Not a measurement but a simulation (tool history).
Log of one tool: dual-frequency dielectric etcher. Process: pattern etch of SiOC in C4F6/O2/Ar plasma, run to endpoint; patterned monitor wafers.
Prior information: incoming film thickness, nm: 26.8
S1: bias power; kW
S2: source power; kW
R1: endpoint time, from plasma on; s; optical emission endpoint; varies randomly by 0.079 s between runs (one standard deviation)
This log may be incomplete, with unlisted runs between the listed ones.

Run 1, hour 0: S1 0.477 kW, S2 0.3 kW. Result: R1 10.679 s.
Run 2, hour 3.6: S1 0.477 kW, S2 0.34 kW. Result: R1 10.279 s.
Run 3, hour 8.7: S1 0.477 kW, S2 0.3 kW. Result: R1 10.603 s.
Run 4, hour 9.3: S1 0.422 kW, S2 0.26 kW. Result: R1 11.924 s.
Run 5, hour 10.3: S1 0.422 kW, S2 0.21 kW. Result: R1 12.872 s.
Run 6, hour 16.3: S1 0.422 kW, S2 0.26 kW. Result: R1 11.877 s.
Run 7, hour 19.7: S1 0.389 kW, S2 0.25 kW. Result: R1 12.675 s.
Run 8, hour 25.6: S1 0.372 kW, S2 0.25 kW. Result: R1 12.85 s.

Estimate the outcome of run 9 from the log above:
Run 9, hour 30.1: S1 0.357 kW, S2 0.25 kW. Result: R1 ?.

R1: 13.313 s
